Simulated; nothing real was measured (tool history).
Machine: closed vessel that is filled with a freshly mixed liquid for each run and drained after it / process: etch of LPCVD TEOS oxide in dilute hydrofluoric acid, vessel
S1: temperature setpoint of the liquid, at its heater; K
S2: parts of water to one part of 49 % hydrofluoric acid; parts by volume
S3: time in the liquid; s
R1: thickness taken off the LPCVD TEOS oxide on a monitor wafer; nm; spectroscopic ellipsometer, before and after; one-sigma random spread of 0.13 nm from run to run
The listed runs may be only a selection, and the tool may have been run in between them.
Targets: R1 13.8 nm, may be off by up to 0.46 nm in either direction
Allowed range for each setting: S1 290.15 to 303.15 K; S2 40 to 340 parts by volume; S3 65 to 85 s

run	hour	S1	S2	S3	R1
1	0	295.15	190	85	9.3565
2	8	295.15	190	85	9.2711
3	15.1	297.65	185	85	10.523
4	23	299.15	180	85	11.531
5	31.9	299.15	240	85	8.0625
6	33.5	300.65	215	85	9.7892
7	39.9	301.65	200	85	11.078
8	46.7	302.15	190	85	12.216
9	55.2	302.65	185	85	12.681
10	60.8	302.65	180	85	13.04

Pick the move, out of 4, that brings all results within their allowed miss; only one does.
A	66.4	302.65	130	65	?
B	66.4	303.15	165	85	?
C	66.4	302.65	160	85	?
D	66.4	301.65	160	80	?

move	R1
A	15.108
B	15.177
C	15.463
D	14.027
A: takes the biggest miss from the last run beyond its target
B: takes the biggest miss from the last run beyond its target
C: takes the biggest miss from the last run beyond its target
D: meets every target
D meets every target.

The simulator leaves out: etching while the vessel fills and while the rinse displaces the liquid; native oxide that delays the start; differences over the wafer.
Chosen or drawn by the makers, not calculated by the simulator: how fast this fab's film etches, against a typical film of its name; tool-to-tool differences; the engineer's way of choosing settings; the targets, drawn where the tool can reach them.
